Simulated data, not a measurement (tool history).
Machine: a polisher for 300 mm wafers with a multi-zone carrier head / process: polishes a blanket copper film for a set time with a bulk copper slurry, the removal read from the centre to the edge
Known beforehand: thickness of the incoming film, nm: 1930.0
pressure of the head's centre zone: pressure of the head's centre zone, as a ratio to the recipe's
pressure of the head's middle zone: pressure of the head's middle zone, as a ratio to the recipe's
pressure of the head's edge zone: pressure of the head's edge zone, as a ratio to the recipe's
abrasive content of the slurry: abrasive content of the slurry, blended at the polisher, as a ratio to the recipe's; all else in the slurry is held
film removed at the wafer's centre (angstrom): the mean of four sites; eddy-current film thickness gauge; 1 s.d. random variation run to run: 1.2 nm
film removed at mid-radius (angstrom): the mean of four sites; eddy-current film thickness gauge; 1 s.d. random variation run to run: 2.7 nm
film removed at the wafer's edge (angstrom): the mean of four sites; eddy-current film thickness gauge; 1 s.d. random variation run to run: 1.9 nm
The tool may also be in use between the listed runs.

run  hour  flow of slurry (ml/min)  pressure of the head's centre zone  pressure of the head's middle zone  pressure of the head's edge zone  abrasive content of the slurry  polishing time (s)  film removed at the wafer's centre (angstrom)  film removed at mid-radius (angstrom)  film removed at the wafer's edge (angstrom)
  1     0                      275                                   1                                   1                                 1                               1                  40                                         2302.9                                 2299.4                                       2372.6
  2   3.3                      270                                0.97                                0.98                              0.98                            0.95                  40                                         2219.4                                 2298.8                                       2310.6
  3   9.4                      265                                0.95                                0.95                              0.98                             0.9                  40                                         2155.3                                 2218.8                                       2307.9
  4  14.2                      260                                0.93                                0.93                              0.97                            0.85                  40                                         2112.4                                 2120.8                                       2314.8
  5  22.1                      260                                0.93                                0.93                              0.97                             0.7                  40                                         2039.4                                 2064.9                                       2177.2
  6  29.1                      260                                0.93                                0.93                              0.97                             0.7                  48                                         2413.4                                 2495.1                                       2665.1

Forecast run 7:
  7  36.1                      260                                0.93                                0.93                              0.97                             0.7                  48                                              ?                                      ?                                            ?

Run 7 measured film removed at the wafer's centre (angstrom) 2445.8, film removed at mid-radius (angstrom) 2488.1, film removed at the wafer's edge (angstrom) 2620.7.

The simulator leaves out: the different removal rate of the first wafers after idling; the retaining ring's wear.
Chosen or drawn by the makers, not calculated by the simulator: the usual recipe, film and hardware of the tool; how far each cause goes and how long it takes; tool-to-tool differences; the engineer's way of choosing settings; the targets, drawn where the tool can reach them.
